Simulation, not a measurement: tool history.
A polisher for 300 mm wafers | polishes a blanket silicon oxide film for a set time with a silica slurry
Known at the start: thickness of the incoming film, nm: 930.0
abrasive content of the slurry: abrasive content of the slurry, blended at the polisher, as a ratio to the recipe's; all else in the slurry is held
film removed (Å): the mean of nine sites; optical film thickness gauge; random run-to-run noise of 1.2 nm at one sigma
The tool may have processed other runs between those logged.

run,hour,flow of slurry (ml/min),pressure of the wafer on the pad (psi),speed of the pad under the wafer (cm/s),abrasive content of the slurry,polishing time (s),film removed (Å)
1,0.0,135,4.9,108,1.0,24,731.67
2,3.8,135,4.9,134,1.0,24,862.85
3,5.3,135,4.9,134,1.2,24,921.27
4,11.5,135,5.0,134,1.2,24,930.40
5,19.7,165,5.0,134,1.2,24,956.79
6,23.2,165,5.1,134,1.2,24,993.37
7,29.3,165,5.2,134,1.2,24,1016.50
8,32.2,165,5.3,134,1.2,24,1033.70

The next listed run, before its measurement:
9,33.1,165,5.4,134,1.2,24,?

film removed (Å): 1051.80
